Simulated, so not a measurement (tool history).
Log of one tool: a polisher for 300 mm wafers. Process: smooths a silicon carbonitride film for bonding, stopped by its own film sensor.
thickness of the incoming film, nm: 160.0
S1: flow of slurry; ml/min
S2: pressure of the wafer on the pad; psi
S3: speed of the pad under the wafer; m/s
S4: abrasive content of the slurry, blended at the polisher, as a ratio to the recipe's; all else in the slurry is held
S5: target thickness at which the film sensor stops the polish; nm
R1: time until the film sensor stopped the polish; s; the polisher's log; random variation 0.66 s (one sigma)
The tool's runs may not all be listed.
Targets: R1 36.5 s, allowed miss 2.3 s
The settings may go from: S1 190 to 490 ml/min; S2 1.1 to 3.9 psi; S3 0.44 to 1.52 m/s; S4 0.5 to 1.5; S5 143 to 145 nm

run 1 day=0 | S1=315 S2=2.5 S3=0.98 S4=1 S5=143 | R1=50.462
run 2 day=0.367 | S1=315 S2=2.6 S3=0.98 S4=1 S5=143 | R1=47.447
run 3 day=0.579 | S1=390 S2=2.6 S3=0.98 S4=1 S5=143 | R1=47.27
run 4 day=0.617 | S1=390 S2=2.7 S3=0.98 S4=1 S5=143 | R1=46.963
run 5 day=0.704 | S1=440 S2=2.7 S3=0.98 S4=1 S5=143 | R1=45.271
run 6 day=1 | S1=440 S2=2.7 S3=0.9 S4=1 S5=143 | R1=48.891
run 7 day=1.367 | S1=440 S2=2.8 S3=0.9 S4=1 S5=143 | R1=46.041
run 8 day=1.462 | S1=440 S2=2.9 S3=0.9 S4=1 S5=143 | R1=46.009
run 9 day=1.708 | S1=440 S2=3 S3=0.9 S4=1 S5=143 | R1=45.282
run 10 day=1.767 | S1=440 S2=3.1 S3=0.9 S4=1 S5=143 | R1=43.416
run 11 day=2.142 | S1=440 S2=3.4 S3=0.92 S4=1 S5=143 | R1=39.786

4 next moves are on the table. One of them brings every result within its allowed miss. Which?
run A day=2.517 | S1=460 S2=3.5 S3=0.76 S4=1.05 S5=143 | R1=?
run B day=2.517 | S1=395 S2=3.9 S3=1.02 S4=1.1 S5=143 | R1=?
run C day=2.517 | S1=435 S2=3.2 S3=1 S4=1 S5=144 | R1=?
run D day=2.517 | S1=360 S2=3.7 S3=0.74 S4=1 S5=144 | R1=?

move=A R1=42.701
move=B R1=31.274
move=C R1=37.243
move=D R1=40.911
A: further off than the last run
B: takes the result that was furthest off past its target
C: meets every target
D: further off than the last run
The right move is C.

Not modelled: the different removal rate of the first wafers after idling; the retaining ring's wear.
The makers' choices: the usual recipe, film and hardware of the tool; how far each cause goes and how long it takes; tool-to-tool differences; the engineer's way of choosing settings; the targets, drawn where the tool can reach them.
